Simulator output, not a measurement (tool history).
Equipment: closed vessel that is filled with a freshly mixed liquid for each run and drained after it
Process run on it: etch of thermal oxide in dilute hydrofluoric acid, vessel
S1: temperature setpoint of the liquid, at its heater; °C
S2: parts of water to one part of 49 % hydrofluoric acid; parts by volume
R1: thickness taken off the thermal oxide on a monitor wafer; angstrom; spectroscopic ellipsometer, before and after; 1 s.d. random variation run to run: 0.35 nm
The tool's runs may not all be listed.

run 1 hour=0 | S1=21 S2=245 time_in_the_liquid_(s)=1260 | R1=209.65
run 2 hour=7.4 | S1=23.5 S2=245 time_in_the_liquid_(s)=1260 | R1=228.5
run 3 hour=13.8 | S1=24 S2=235 time_in_the_liquid_(s)=1260 | R1=240.45
run 4 hour=21.6 | S1=24 S2=150 time_in_the_liquid_(s)=1260 | R1=419.17
run 5 hour=30.7 | S1=24 S2=70 time_in_the_liquid_(s)=1260 | R1=1001
run 6 hour=32.1 | S1=26.5 S2=70 time_in_the_liquid_(s)=1260 | R1=1102.3
run 7 hour=37.6 | S1=25.5 S2=80 time_in_the_liquid_(s)=1260 | R1=925.12
run 8 hour=42.2 | S1=24.5 S2=90 time_in_the_liquid_(s)=1260 | R1=767.64
run 9 hour=45.6 | S1=23.5 S2=95 time_in_the_liquid_(s)=1260 | R1=701.69

What will run 10 give?
run 10 hour=47.6 | S1=22.5 S2=100 time_in_the_liquid_(s)=1260 | R1=?

R1: 629.87 angstrom
